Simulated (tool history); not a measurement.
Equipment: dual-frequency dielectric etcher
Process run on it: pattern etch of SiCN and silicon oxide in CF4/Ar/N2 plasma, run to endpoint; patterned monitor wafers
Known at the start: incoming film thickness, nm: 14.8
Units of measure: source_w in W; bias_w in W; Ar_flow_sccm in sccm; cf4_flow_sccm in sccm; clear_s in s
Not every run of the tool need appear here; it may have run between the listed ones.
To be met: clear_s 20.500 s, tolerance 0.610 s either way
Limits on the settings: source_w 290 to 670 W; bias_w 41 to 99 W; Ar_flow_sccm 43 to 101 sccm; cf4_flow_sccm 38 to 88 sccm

Run 1, hour 0.0: source_w 480 W, bias_w 70 W, Ar_flow_sccm 72 sccm, cf4_flow_sccm 63 sccm. Result: clear_s 15.216 s.
Run 2, hour 2.5: source_w 440 W, bias_w 69 W, Ar_flow_sccm 72 sccm, cf4_flow_sccm 63 sccm. Result: clear_s 17.049 s.
Run 3, hour 5.9: source_w 440 W, bias_w 69 W, Ar_flow_sccm 62 sccm, cf4_flow_sccm 63 sccm. Result: clear_s 16.790 s.
Run 4, hour 11.2: source_w 440 W, bias_w 69 W, Ar_flow_sccm 72 sccm, cf4_flow_sccm 63 sccm. Result: clear_s 16.973 s.
Run 5, hour 17.1: source_w 440 W, bias_w 69 W, Ar_flow_sccm 72 sccm, cf4_flow_sccm 69 sccm. Result: clear_s 16.716 s.
Run 6, hour 18.7: source_w 420 W, bias_w 69 W, Ar_flow_sccm 72 sccm, cf4_flow_sccm 69 sccm. Result: clear_s 17.591 s.
Run 7, hour 26.4: source_w 410 W, bias_w 69 W, Ar_flow_sccm 72 sccm, cf4_flow_sccm 69 sccm. Result: clear_s 18.180 s.
Run 8, hour 30.8: source_w 400 W, bias_w 69 W, Ar_flow_sccm 72 sccm, cf4_flow_sccm 69 sccm. Result: clear_s 18.962 s.
Run 9, hour 35.3: source_w 400 W, bias_w 69 W, Ar_flow_sccm 72 sccm, cf4_flow_sccm 69 sccm. Result: clear_s 18.647 s.
Run 10, hour 39.2: source_w 390 W, bias_w 69 W, Ar_flow_sccm 72 sccm, cf4_flow_sccm 69 sccm. Result: clear_s 19.284 s.
Run 11, hour 47.3: source_w 390 W, bias_w 69 W, Ar_flow_sccm 72 sccm, cf4_flow_sccm 69 sccm. Result: clear_s 19.428 s.
Run 12, hour 54.1: source_w 390 W, bias_w 69 W, Ar_flow_sccm 72 sccm, cf4_flow_sccm 69 sccm. Result: clear_s 19.165 s.

Of the 5 settings listed for the next run, only one would bring every result within its allowed miss of target. Which one?
Run A, hour 60.9: source_w 350 W, bias_w 84 W, Ar_flow_sccm 72 sccm, cf4_flow_sccm 68 sccm. Result: clear_s ?.
Run B, hour 60.9: source_w 390 W, bias_w 74 W, Ar_flow_sccm 68 sccm, cf4_flow_sccm 72 sccm. Result: clear_s ?.
Run C, hour 60.9: source_w 450 W, bias_w 49 W, Ar_flow_sccm 74 sccm, cf4_flow_sccm 75 sccm. Result: clear_s ?.
Run D, hour 60.9: source_w 420 W, bias_w 69 W, Ar_flow_sccm 76 sccm, cf4_flow_sccm 66 sccm. Result: clear_s ?.
Run E, hour 60.9: source_w 420 W, bias_w 71 W, Ar_flow_sccm 60 sccm, cf4_flow_sccm 65 sccm. Result: clear_s ?.

move  clear_s
   A   20.640
   B   18.764
   C   18.838
   D   18.158
   E   17.428
A: in spec on every target
B: further off than the last run
C: further off than the last run
D: further off than the last run
E: further off than the last run
A meets every target.
